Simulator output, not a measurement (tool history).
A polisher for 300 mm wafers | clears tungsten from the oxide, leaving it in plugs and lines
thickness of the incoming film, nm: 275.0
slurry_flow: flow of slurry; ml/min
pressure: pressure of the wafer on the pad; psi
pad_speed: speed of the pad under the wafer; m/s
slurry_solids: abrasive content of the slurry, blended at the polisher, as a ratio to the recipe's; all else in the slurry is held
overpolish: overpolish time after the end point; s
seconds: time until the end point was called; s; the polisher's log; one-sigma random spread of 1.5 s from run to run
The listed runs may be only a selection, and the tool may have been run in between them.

run 1 hour=0.0 | slurry_flow=230 pressure=3.4 pad_speed=0.86 slurry_solids=1.00 overpolish=21 | seconds=68.911
run 2 hour=4.2 | slurry_flow=230 pressure=3.4 pad_speed=0.98 slurry_solids=1.00 overpolish=21 | seconds=61.277
run 3 hour=6.2 | slurry_flow=230 pressure=3.4 pad_speed=0.98 slurry_solids=1.20 overpolish=21 | seconds=55.845
run 4 hour=11.8 | slurry_flow=230 pressure=3.4 pad_speed=0.98 slurry_solids=1.30 overpolish=21 | seconds=55.650
run 5 hour=18.1 | slurry_flow=230 pressure=2.9 pad_speed=0.96 slurry_solids=1.30 overpolish=21 | seconds=64.966
run 6 hour=21.2 | slurry_flow=230 pressure=2.9 pad_speed=1.08 slurry_solids=1.30 overpolish=21 | seconds=58.662
run 7 hour=27.4 | slurry_flow=230 pressure=2.5 pad_speed=1.06 slurry_solids=1.30 overpolish=21 | seconds=69.077
-- hour=29.9 head pressure recalibrated
run 8 hour=29.9 | slurry_flow=230 pressure=2.2 pad_speed=1.06 slurry_solids=1.30 overpolish=21 | seconds=72.651
run 9 hour=30.6 | slurry_flow=225 pressure=1.5 pad_speed=0.92 slurry_solids=1.25 overpolish=21 | seconds=121.740

Estimate the outcome of run 10 from the log above:
run 10 hour=32.4 | slurry_flow=225 pressure=1.7 pad_speed=0.92 slurry_solids=1.25 overpolish=21 | seconds=?

{"run 10": {"seconds": 104.3}}

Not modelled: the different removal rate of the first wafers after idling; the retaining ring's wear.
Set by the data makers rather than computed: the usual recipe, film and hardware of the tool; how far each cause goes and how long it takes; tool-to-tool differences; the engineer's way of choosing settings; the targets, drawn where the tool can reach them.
